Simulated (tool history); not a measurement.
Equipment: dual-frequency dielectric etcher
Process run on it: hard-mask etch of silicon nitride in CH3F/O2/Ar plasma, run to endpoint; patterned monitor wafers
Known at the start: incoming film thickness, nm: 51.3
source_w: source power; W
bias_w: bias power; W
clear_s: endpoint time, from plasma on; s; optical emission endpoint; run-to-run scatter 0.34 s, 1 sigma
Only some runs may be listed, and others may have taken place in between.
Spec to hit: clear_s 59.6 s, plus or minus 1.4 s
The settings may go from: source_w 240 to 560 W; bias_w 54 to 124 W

run  hour  source_w  bias_w  clear_s
  1     0       400      89   68.916
  2   5.8       430      91   66.038
  3  13.7       470      91    63.69
  4  17.5       430      91   65.513
  5  20.7       430      83   67.929
  6  25.3       460      85   65.281
  7  28.7       480      86   62.991
  8  29.4       490      87   62.732
  9  34.8       500      88    62.06

4 next moves are on the table. One of them brings every result within its allowed miss. Which?
  A  40.2       540      88        ?
  B  40.2       550      96        ?
  C  40.2       450      91        ?
  D  40.2       540      98        ?

move  clear_s
   A   58.982
   B   56.751
   C   63.725
   D   56.837
A: each result inside its tolerance
B: the result that was furthest off in the last run now lies on the other side of its target
C: moves away from the targets compared with the last run
D: the result that was furthest off in the last run now lies on the other side of its target
The right move is A.
